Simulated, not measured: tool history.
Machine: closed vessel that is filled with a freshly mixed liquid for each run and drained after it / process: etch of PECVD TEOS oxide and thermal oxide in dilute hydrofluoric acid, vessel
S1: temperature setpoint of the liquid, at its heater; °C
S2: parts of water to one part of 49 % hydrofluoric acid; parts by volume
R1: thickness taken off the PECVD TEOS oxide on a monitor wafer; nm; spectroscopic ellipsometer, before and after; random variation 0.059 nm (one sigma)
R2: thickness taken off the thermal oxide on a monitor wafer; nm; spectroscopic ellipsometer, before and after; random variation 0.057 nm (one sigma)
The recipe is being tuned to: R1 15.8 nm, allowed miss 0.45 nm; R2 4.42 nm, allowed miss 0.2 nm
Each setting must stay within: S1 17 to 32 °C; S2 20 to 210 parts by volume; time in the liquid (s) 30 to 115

run 1 hour=0 | S1=24 S2=115 time_in_the_liquid_(s)=60 | R1=8.7491 R2=2.4722
run 2 hour=3.6 | S1=25.5 S2=115 time_in_the_liquid_(s)=60 | R1=9.1734 R2=2.6231
run 3 hour=9.6 | S1=25.5 S2=115 time_in_the_liquid_(s)=80 | R1=12.289 R2=3.4338
run 4 hour=12.3 | S1=28 S2=115 time_in_the_liquid_(s)=80 | R1=13.452 R2=3.8162
run 5 hour=19.3 | S1=28.5 S2=115 time_in_the_liquid_(s)=80 | R1=13.751 R2=3.8178
run 6 hour=20.2 | S1=29 S2=115 time_in_the_liquid_(s)=80 | R1=13.956 R2=4.0361
run 7 hour=27.9 | S1=29 S2=110 time_in_the_liquid_(s)=80 | R1=14.822 R2=4.1475
run 8 hour=36.5 | S1=29.5 S2=110 time_in_the_liquid_(s)=80 | R1=14.96 R2=4.2654

5 candidate next runs follow, results not yet known. Just one meets every target within its allowed miss. Identify it.
run A hour=45.1 | S1=31.5 S2=160 time_in_the_liquid_(s)=110 | R1=? R2=?
run B hour=45.1 | S1=21 S2=100 time_in_the_liquid_(s)=110 | R1=? R2=?
run C hour=45.1 | S1=29 S2=80 time_in_the_liquid_(s)=60 | R1=? R2=?
run D hour=45.1 | S1=29 S2=115 time_in_the_liquid_(s)=80 | R1=? R2=?
run E hour=45.1 | S1=32 S2=105 time_in_the_liquid_(s)=65 | R1=? R2=?

move=A R1=14.31 R2=4.0309
move=B R1=16.562 R2=4.6654
move=C R1=15.9 R2=4.4788
move=D R1=14.049 R2=3.9574
move=E R1=14.167 R2=3.9907
A: the biggest miss grows against the last run
B: takes the biggest miss from the last run beyond its target
C: each result inside its tolerance
D: the biggest miss grows against the last run
E: the biggest miss grows against the last run
So the answer is move C, the one that meets all the targets.
